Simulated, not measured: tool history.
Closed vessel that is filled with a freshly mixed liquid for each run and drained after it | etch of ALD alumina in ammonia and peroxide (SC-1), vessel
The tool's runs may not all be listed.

run	day	temperature setpoint of the liquid (K)	parts of 29 % ammonia solution to one part of 30 % peroxide (parts by volume)	time in the liquid (s)	thickness taken off the ALD alumina on a monitor wafer (Å)
1	0	327.15	0.85	515	357.61
2	0.029	328.65	0.85	515	391.84
3	0.225	328.65	0.95	515	393.84
4	0.333	330.15	0.95	515	427.96
# day 0.438: ammonia flow meter replaced
5	0.438	330.15	0.95	515	429.17
6	0.592	330.15	1.15	515	432.5
7	0.758	331.15	1.15	515	456.64
8	1.096	331.15	1.15	515	455.61
9	1.25	331.15	1.15	515	454.04
10	1.617	332.15	1.15	515	478.5
11	1.654	332.65	1.15	515	487.33

Run 12 has not been measured yet. What should we expect?
12	1.971	333.15	1.15	515	?

thickness taken off the ALD alumina on a monitor wafer (Å): 511.53
